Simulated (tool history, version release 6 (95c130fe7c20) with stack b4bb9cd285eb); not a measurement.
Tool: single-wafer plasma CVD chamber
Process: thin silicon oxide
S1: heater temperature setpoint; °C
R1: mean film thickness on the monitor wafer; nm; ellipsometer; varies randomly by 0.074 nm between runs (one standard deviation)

run 1 day=0.000 | S1=390 chamber_pressure_(Pa)=72.9 RF_power_(W)=210 deposition_time_(s)=12.1 | R1=11.8830
run 2 day=0.175 | S1=390 chamber_pressure_(Pa)=72.9 RF_power_(W)=240 deposition_time_(s)=12.1 | R1=12.6370
run 3 day=0.517 | S1=390 chamber_pressure_(Pa)=61.9 RF_power_(W)=240 deposition_time_(s)=12.1 | R1=10.9090
run 4 day=0.717 | S1=390 chamber_pressure_(Pa)=61.9 RF_power_(W)=240 deposition_time_(s)=12.5 | R1=11.2480
run 5 day=0.867 | S1=390 chamber_pressure_(Pa)=53.1 RF_power_(W)=240 deposition_time_(s)=12.5 | R1=9.8193
run 6 day=1.067 | S1=390 chamber_pressure_(Pa)=62.4 RF_power_(W)=240 deposition_time_(s)=12.5 | R1=11.3720
run 7 day=1.367 | S1=390 chamber_pressure_(Pa)=68.5 RF_power_(W)=240 deposition_time_(s)=12.5 | R1=12.2800
run 8 day=1.504 | S1=390 chamber_pressure_(Pa)=68.5 RF_power_(W)=240 deposition_time_(s)=12.5 | R1=12.2410

Forecast run 9:
run 9 day=1.558 | S1=390 chamber_pressure_(Pa)=73.3 RF_power_(W)=240 deposition_time_(s)=12.5 | R1=?

Run 9 gave R1 12.9110 nm.
